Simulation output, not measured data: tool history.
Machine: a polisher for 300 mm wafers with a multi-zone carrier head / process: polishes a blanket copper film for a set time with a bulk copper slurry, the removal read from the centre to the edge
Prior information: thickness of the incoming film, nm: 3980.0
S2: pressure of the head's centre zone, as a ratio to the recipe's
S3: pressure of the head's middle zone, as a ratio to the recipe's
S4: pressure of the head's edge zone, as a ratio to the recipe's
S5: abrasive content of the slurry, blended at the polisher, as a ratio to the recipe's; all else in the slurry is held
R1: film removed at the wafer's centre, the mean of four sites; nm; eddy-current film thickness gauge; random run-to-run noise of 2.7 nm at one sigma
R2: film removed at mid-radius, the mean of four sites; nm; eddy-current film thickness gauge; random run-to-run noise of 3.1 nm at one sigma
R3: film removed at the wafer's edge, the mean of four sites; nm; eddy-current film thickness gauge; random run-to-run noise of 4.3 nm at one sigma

{"run": 1, "day": 0.0, "flow of slurry (ml/min)": 190, "S2": 1, "S3": 1, "S4": 1, "S5": 1, "polishing time (s)": 38, "R1": 453.79, "R2": 447.83, "R3": 463.2}
{"run": 2, "day": 0.254, "flow of slurry (ml/min)": 190, "S2": 1, "S3": 1, "S4": 1, "S5": 1, "polishing time (s)": 31, "R1": 371.42, "R2": 367.55, "R3": 373.71}
{"run": 3, "day": 0.358, "flow of slurry (ml/min)": 210, "S2": 1, "S3": 1, "S4": 1, "S5": 1, "polishing time (s)": 31, "R1": 377.96, "R2": 373.96, "R3": 373.93}
{"run": 4, "day": 0.4, "flow of slurry (ml/min)": 210, "S2": 1, "S3": 1, "S4": 1, "S5": 1, "polishing time (s)": 25, "R1": 302.26, "R2": 300.05, "R3": 311.08}
{"run": 5, "day": 0.704, "flow of slurry (ml/min)": 210, "S2": 1, "S3": 1, "S4": 1, "S5": 0.8, "polishing time (s)": 25, "R1": 294.16, "R2": 288.13, "R3": 290.34}
{"run": 6, "day": 0.933, "flow of slurry (ml/min)": 210, "S2": 1, "S3": 1.08, "S4": 1, "S5": 0.8, "polishing time (s)": 25, "R1": 294.88, "R2": 307.18, "R3": 290.04}

Run 7, settings as shown, results not yet in. Your forecast:
{"run": 7, "day": 1.221, "flow of slurry (ml/min)": 215, "S2": 0.99, "S3": 1.1, "S4": 1.01, "S5": 0.85, "polishing time (s)": 25, "R1": "?", "R2": "?", "R3": "?"}

R1: 291.39 nm
R2: 314.72 nm
R3: 297.08 nm
